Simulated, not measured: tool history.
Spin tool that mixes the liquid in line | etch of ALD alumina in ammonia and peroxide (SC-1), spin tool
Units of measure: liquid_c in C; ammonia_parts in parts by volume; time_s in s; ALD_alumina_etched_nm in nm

| run | hour | liquid_c | ammonia_parts | time_s | ALD_alumina_etched_nm |
|---|---|---|---|---|---|
| 1 | 0.0 | 54.0 | 0.90 | 220 | 16.0320 |
| 2 | 7.9 | 54.0 | 0.90 | 220 | 15.9800 |
| 3 | 11.6 | 54.0 | 0.65 | 220 | 15.6030 |
| 4 | 12.3 | 50.0 | 0.65 | 220 | 12.4780 |
| 5 | 15.0 | 50.0 | 0.65 | 220 | 12.5230 |
| 6 | 22.7 | 50.0 | 0.65 | 220 | 12.5240 |
| 7 | 28.2 | 47.0 | 0.65 | 220 | 10.5440 |
| 8 | 29.9 | 45.0 | 0.65 | 220 | 9.4195 |
| 9 | 34.6 | 39.0 | 0.65 | 220 | 6.6624 |

What will run 10 give?
| 10 | 39.7 | 39.5 | 0.65 | 220 | ? |

Run 10 measured ALD_alumina_etched_nm 6.8325 nm.
